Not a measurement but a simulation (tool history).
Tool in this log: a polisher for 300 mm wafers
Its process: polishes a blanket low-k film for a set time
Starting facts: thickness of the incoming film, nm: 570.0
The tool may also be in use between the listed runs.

run	hour	flow of slurry (ml/min)	pressure of the wafer on the pad (kPa)	speed of the pad under the wafer (m/s)	abrasive content of the slurry	polishing time (s)	film removed (Å)
1	0.0	220	11.0	1.18	1.0	112	402.36
2	7.7	215	11.0	1.18	1.0	112	398.63
3	11.9	215	11.0	1.40	1.0	112	446.62
4	14.4	215	11.0	1.40	1.0	118	470.48
5	19.0	210	10.3	1.40	1.0	118	446.95
6	22.4	205	9.7	1.40	1.0	118	408.70

What does the tool deliver on the next run?
# hour 29.8: slurry nozzle cleaned
7	29.8	195	9.7	1.40	1.0	118	?

Run 7 produced film removed (Å) 424.76.
